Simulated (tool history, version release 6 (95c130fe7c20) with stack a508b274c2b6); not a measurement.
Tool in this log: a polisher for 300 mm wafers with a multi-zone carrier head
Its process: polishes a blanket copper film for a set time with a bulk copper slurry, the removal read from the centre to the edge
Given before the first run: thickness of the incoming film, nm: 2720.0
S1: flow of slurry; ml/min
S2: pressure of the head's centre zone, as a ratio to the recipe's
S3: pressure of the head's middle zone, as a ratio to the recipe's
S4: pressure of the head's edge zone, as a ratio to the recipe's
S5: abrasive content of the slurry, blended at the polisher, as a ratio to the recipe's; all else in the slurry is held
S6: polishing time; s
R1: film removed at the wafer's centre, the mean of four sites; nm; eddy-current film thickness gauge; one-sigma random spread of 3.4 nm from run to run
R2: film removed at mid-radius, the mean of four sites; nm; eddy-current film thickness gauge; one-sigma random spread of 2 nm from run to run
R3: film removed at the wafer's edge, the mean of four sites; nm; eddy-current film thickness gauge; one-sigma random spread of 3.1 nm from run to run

Run 1, hour 0: S1 185 ml/min, S2 1, S3 1, S4 1, S5 1, S6 42 s. Result: R1 515.63 nm, R2 453.82 nm, R3 451.03 nm.
Run 2, hour 7.7: S1 170 ml/min, S2 0.94, S3 0.98, S4 0.98, S5 0.85, S6 40 s. Result: R1 434.51 nm, R2 403.21 nm, R3 411.05 nm.
Run 3, hour 9.9: S1 160 ml/min, S2 0.9, S3 0.97, S4 0.94, S5 0.75, S6 39 s. Result: R1 386.38 nm, R2 366.03 nm, R3 369.7 nm.
Run 4, hour 13.8: S1 145 ml/min, S2 0.87, S3 0.97, S4 0.94, S5 0.7, S6 39 s. Result: R1 355.57 nm, R2 353.15 nm, R3 359.5 nm.
At hour 14.4: centre zone pressure recalibrated.
Run 5, hour 14.4: S1 145 ml/min, S2 0.87, S3 0.97, S4 0.94, S5 0.8, S6 39 s. Result: R1 339.88 nm, R2 374.27 nm, R3 378.71 nm.
Run 6, hour 21: S1 135 ml/min, S2 0.87, S3 0.95, S4 0.91, S5 0.75, S6 39 s. Result: R1 322.05 nm, R2 352.5 nm, R3 360.36 nm.
Run 7, hour 26.4: S1 135 ml/min, S2 0.88, S3 0.94, S4 0.89, S5 0.7, S6 39 s. Result: R1 319.71 nm, R2 343.27 nm, R3 348.27 nm.
Run 8, hour 29.3: S1 135 ml/min, S2 0.89, S3 0.93, S4 0.88, S5 0.65, S6 39 s. Result: R1 311.1 nm, R2 332.74 nm, R3 333.55 nm.

What will run 9 give?
Run 9, hour 31.4: S1 130 ml/min, S2 0.9, S3 0.92, S4 0.88, S5 0.65, S6 39 s. Result: R1 ?, R2 ?, R3 ?.

Logged for run 9: R1 319.59 nm, R2 329.12 nm, R3 339.83 nm.
